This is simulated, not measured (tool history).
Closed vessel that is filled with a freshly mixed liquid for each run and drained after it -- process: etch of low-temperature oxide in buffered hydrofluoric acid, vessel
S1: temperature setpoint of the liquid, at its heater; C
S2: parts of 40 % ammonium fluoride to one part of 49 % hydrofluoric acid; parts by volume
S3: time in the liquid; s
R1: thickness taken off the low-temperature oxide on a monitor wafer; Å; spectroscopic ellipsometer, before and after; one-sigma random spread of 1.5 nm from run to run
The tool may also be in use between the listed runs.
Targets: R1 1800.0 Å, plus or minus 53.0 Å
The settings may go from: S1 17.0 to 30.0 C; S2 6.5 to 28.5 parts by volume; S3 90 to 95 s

run,hour,S1,S2,S3,R1
1,0.0,22.0,17.5,90,1244.8
2,2.5,22.5,17.5,90,1272.6
3,5.2,22.5,17.5,95,1363.5
4,14.4,22.5,17.5,95,1356.2
5,23.6,22.5,14.5,95,1606.0
6,29.2,22.5,18.5,95,1270.1
7,36.7,23.0,18.5,95,1310.3
8,41.6,23.0,18.5,95,1308.7
9,45.8,27.0,18.0,95,1654.7

Exercise: of the 5 proposed moves below, exactly one satisfies all targets within the stated allowed misses. Which move is it?
A,50.0,25.5,19.0,95,?
B,50.0,25.5,14.5,95,?
C,50.0,26.5,14.5,90,?
D,50.0,21.5,11.5,90,?
E,50.0,28.0,16.0,90,?

move,R1
A,1460.9
B,1905.8
C,1905.5
D,1819.9
E,1874.6
A: its largest miss is bigger than the last run's
B: takes the biggest miss from the last run beyond its target
C: takes the biggest miss from the last run beyond its target
D: hits every target within its allowed miss
E: takes the biggest miss from the last run beyond its target
Answer: D
